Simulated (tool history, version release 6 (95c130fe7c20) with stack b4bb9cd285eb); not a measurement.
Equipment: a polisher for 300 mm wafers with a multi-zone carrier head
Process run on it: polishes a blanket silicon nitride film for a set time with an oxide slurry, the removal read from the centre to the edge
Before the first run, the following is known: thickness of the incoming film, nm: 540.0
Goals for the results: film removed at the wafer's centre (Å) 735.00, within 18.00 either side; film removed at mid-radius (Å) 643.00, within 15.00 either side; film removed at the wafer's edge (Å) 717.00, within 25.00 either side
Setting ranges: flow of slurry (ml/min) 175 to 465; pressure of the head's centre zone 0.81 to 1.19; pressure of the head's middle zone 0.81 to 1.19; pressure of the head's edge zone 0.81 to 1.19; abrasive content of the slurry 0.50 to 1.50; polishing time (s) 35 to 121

| run | hour | flow of slurry (ml/min) | pressure of the head's centre zone | pressure of the head's middle zone | pressure of the head's edge zone | abrasive content of the slurry | polishing time (s) | film removed at the wafer's centre (Å) | film removed at mid-radius (Å) | film removed at the wafer's edge (Å) |
|---|---|---|---|---|---|---|---|---|---|---|
| 1 | 0.0 | 295 | 1.00 | 1.00 | 1.00 | 1.00 | 78 | 459.94 | 448.94 | 448.42 |
| 2 | 8.5 | 295 | 1.00 | 1.00 | 1.00 | 1.00 | 91 | 541.94 | 519.38 | 508.99 |
| 3 | 14.3 | 300 | 1.01 | 0.99 | 1.03 | 1.10 | 91 | 578.72 | 538.84 | 551.78 |
| 4 | 17.8 | 300 | 1.01 | 0.99 | 1.03 | 0.90 | 91 | 515.81 | 479.27 | 492.41 |
| 5 | 19.4 | 305 | 1.02 | 0.99 | 1.05 | 1.00 | 91 | 560.29 | 513.38 | 537.45 |
| 6 | 24.6 | 305 | 1.02 | 1.06 | 1.05 | 1.00 | 91 | 553.58 | 541.52 | 537.22 |
| 7 | 33.4 | 315 | 1.03 | 1.06 | 1.07 | 1.05 | 91 | 575.60 | 559.36 | 547.84 |
| 8 | 36.8 | 300 | 1.03 | 1.05 | 1.09 | 1.10 | 91 | 583.20 | 563.96 | 568.67 |
| 9 | 40.8 | 305 | 1.04 | 1.04 | 1.11 | 1.15 | 91 | 607.79 | 568.33 | 592.75 |
| 10 | 49.7 | 310 | 1.05 | 1.04 | 1.12 | 1.20 | 91 | 633.76 | 591.14 | 596.34 |
| 11 | 58.3 | 290 | 1.05 | 1.03 | 1.13 | 1.25 | 92 | 641.00 | 599.93 | 620.54 |
| 12 | 59.1 | 300 | 1.05 | 1.02 | 1.14 | 1.30 | 92 | 646.54 | 611.25 | 633.43 |
| 13 | 66.0 | 295 | 1.06 | 1.01 | 1.15 | 1.35 | 92 | 667.37 | 606.32 | 655.62 |
| 14 | 74.9 | 305 | 1.06 | 1.01 | 1.16 | 1.35 | 92 | 680.96 | 608.86 | 662.27 |
|  | 81.6 | centre zone pressure recalibrated |
| 15 | 81.6 | 305 | 1.06 | 1.01 | 1.16 | 1.35 | 92 | 630.86 | 610.14 | 649.63 |
| 16 | 84.7 | 290 | 1.06 | 1.01 | 1.16 | 1.35 | 92 | 638.82 | 612.27 | 647.47 |
| 17 | 89.9 | 290 | 1.06 | 1.01 | 1.16 | 1.35 | 92 | 627.88 | 603.12 | 650.43 |
| 18 | 96.1 | 300 | 1.06 | 1.00 | 1.16 | 1.35 | 92 | 633.10 | 601.06 | 657.27 |
| 19 | 102.6 | 315 | 1.07 | 1.00 | 1.16 | 1.35 | 92 | 638.70 | 605.50 | 653.21 |

Which single option among these 5 for the next run brings every result within its allowed miss of target? Just one does.
| A | 109.1 | 200 | 1.17 | 0.96 | 1.14 | 1.40 | 103 | ? | ? | ? |
| B | 109.1 | 295 | 1.11 | 0.98 | 1.15 | 1.30 | 99 | ? | ? | ? |
| C | 109.1 | 315 | 1.11 | 0.96 | 1.05 | 1.50 | 102 | ? | ? | ? |
| D | 109.1 | 255 | 1.11 | 0.95 | 1.14 | 1.40 | 101 | ? | ? | ? |
| E | 109.1 | 370 | 1.10 | 1.08 | 1.19 | 1.25 | 82 | ? | ? | ? |

| move | film removed at the wafer's centre (Å) | film removed at mid-radius (Å) | film removed at the wafer's edge (Å) |
|---|---|---|---|
| A | 767.72 | 637.91 | 724.37 |
| B | 700.34 | 622.47 | 692.43 |
| C | 769.67 | 672.21 | 725.92 |
| D | 728.92 | 632.01 | 720.50 |
| E | 574.64 | 558.42 | 579.48 |
A: moves the result that the last run missed by most past its target, out the other side
B: nearer the targets than the last run, but a result is still out of spec
C: moves the result that the last run missed by most past its target, out the other side
D: meets every target
E: the biggest miss grows against the last run
Correct choice: D, which meets every target

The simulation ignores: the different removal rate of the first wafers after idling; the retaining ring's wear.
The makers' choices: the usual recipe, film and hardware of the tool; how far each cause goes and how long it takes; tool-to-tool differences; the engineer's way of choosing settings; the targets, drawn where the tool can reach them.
